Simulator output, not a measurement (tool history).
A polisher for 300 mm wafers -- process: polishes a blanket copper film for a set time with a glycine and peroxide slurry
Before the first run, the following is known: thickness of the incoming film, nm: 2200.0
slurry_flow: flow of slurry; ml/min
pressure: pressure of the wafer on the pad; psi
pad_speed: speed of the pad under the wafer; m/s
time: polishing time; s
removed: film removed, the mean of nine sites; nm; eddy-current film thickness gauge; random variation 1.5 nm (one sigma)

| run | hour | slurry_flow | pressure | pad_speed | time | removed |
|---|---|---|---|---|---|---|
| 1 | 0.0 | 190 | 2.5 | 1.08 | 48 | 283.69 |
| 2 | 8.4 | 190 | 2.5 | 1.08 | 48 | 290.03 |
| 3 | 16.5 | 185 | 2.3 | 1.08 | 48 | 265.20 |
| 4 | 20.8 | 185 | 2.3 | 1.26 | 48 | 300.60 |
| 5 | 22.0 | 180 | 2.1 | 1.26 | 48 | 278.99 |
| 6 | 26.5 | 180 | 2.1 | 1.26 | 48 | 282.52 |
| 7 | 27.3 | 160 | 1.4 | 1.24 | 48 | 198.21 |
| 8 | 34.4 | 165 | 1.4 | 1.24 | 48 | 199.44 |

What will run 9 give?
| 9 | 42.0 | 170 | 1.4 | 1.24 | 48 | ? |

Run 9 measured removed 201.84 nm.
